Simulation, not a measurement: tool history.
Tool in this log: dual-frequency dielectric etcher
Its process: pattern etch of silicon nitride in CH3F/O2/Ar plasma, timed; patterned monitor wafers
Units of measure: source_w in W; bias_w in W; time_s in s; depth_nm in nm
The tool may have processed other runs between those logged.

{"run": 1, "hour": 0.0, "source_w": 500, "bias_w": 53, "time_s": 36.5, "depth_nm": 23.77}
{"run": 2, "hour": 8.1, "source_w": 460, "bias_w": 52, "time_s": 36.5, "depth_nm": 22.961}
{"run": 3, "hour": 13.7, "source_w": 460, "bias_w": 59, "time_s": 36.5, "depth_nm": 24.561}
{"run": 4, "hour": 20.4, "source_w": 530, "bias_w": 59, "time_s": 36.5, "depth_nm": 25.768}
{"run": 5, "hour": 26.5, "source_w": 570, "bias_w": 59, "time_s": 36.5, "depth_nm": 26.108}
{"run": 6, "hour": 31.2, "source_w": 570, "bias_w": 59, "time_s": 36.5, "depth_nm": 26.059}
{"run": 7, "hour": 39.7, "source_w": 510, "bias_w": 54, "time_s": 36, "depth_nm": 23.931}
{"run": 8, "hour": 44.8, "source_w": 460, "bias_w": 52, "time_s": 36, "depth_nm": 22.764}

Forecast run 9:
{"hour": 51.2, "done": "source power generator calibrated"}
{"run": 9, "hour": 51.2, "source_w": 430, "bias_w": 51, "time_s": 36, "depth_nm": "?"}

{"run 9": {"depth_nm": 21.695}}
